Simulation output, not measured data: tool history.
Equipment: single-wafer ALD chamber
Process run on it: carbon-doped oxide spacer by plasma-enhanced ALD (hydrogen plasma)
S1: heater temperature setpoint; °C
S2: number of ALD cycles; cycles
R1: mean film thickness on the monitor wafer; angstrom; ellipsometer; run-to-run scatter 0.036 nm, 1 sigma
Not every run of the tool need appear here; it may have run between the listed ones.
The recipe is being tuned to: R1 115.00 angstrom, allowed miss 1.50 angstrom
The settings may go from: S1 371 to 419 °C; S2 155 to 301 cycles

{"run": 1, "hour": 0.0, "S1": 395, "S2": 228, "R1": 122.43}
{"run": 2, "hour": 9.0, "S1": 395, "S2": 225, "R1": 119.91}
{"run": 3, "hour": 12.0, "S1": 395, "S2": 247, "R1": 132.21}
{"run": 4, "hour": 20.1, "S1": 395, "S2": 241, "R1": 129.03}
{"run": 5, "hour": 27.3, "S1": 395, "S2": 268, "R1": 143.27}
{"run": 6, "hour": 35.0, "S1": 402, "S2": 268, "R1": 143.21}
{"run": 7, "hour": 37.9, "S1": 402, "S2": 258, "R1": 136.96}
{"run": 8, "hour": 43.7, "S1": 402, "S2": 222, "R1": 117.95}
{"run": 9, "hour": 45.5, "S1": 402, "S2": 221, "R1": 118.35}
{"run": 10, "hour": 54.4, "S1": 402, "S2": 220, "R1": 117.3}
{"run": 11, "hour": 62.0, "S1": 402, "S2": 219, "R1": 116.65}

Below are 4 possible settings for the next run. Only one of them brings all results inside the allowed miss of their targets. Which is it?
{"run": "A", "hour": 69.6, "S1": 396, "S2": 220, "R1": "?"}
{"run": "B", "hour": 69.6, "S1": 406, "S2": 230, "R1": "?"}
{"run": "C", "hour": 69.6, "S1": 406, "S2": 225, "R1": "?"}
{"run": "D", "hour": 69.6, "S1": 407, "S2": 219, "R1": "?"}

move=A R1=117.98
move=B R1=121.05
move=C R1=118.42
move=D R1=114.90
A: lands further from the targets than the last run did
B: lands further from the targets than the last run did
C: lands further from the targets than the last run did
D: in spec on every target
D is the move that brings every result within its allowed miss.
